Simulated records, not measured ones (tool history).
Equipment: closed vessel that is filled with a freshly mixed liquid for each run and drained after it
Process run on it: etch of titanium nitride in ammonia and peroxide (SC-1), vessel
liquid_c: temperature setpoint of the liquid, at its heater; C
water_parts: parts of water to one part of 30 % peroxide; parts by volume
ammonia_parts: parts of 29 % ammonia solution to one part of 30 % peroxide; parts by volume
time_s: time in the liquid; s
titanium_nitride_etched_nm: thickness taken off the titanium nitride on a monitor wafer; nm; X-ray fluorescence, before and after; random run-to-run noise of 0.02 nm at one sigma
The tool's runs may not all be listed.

run,hour,liquid_c,water_parts,ammonia_parts,time_s,titanium_nitride_etched_nm
1,0.0,47.0,24.5,0.70,380,7.7433
2,7.9,46.0,24.5,0.70,380,7.2215
3,14.2,45.0,24.5,0.70,380,6.6907
4,19.8,44.5,24.5,0.70,380,6.4644
5,26.3,44.5,28.5,0.70,380,5.9232
6,33.2,44.5,28.5,0.45,380,5.4775

What will run 7 give?
7,39.9,44.5,28.5,0.45,380,?

Run 7 measured titanium_nitride_etched_nm 5.4572 nm.
